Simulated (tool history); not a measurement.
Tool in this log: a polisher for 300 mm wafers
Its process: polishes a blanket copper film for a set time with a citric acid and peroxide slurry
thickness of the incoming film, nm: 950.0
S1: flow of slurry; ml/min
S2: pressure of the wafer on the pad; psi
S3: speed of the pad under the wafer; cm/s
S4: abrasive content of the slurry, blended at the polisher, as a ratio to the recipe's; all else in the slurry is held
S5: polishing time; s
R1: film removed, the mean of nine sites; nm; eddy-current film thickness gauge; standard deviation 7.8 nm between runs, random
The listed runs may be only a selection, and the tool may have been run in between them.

run    day   S1   S2   S3    S4   S5      R1
  1      0  165  3.4  126     1  116  390.63
  2  0.279  165  2.8  126     1  116  329.24
  3  0.358  165  2.8  126     1  116  327.57
  4  0.617  165  2.8  126   0.8  116  318.33
  5  0.654  165  2.8  126  0.95  116  326.19
  6  0.779  165  2.8  126   0.8  116  313.42
  7   1.05  165  3.4  128   0.8  116   360.2
  8  1.283  165    4  130   0.8  116  429.53
  9  1.633  165  4.3  132   0.8  116  445.48
 10  1.712  165  4.6  134   0.8  116  477.52

Expected results for the next run?
 11  2.004  165  4.8  136  0.8  116   ?

Logged for run 11: R1 495.37 nm.

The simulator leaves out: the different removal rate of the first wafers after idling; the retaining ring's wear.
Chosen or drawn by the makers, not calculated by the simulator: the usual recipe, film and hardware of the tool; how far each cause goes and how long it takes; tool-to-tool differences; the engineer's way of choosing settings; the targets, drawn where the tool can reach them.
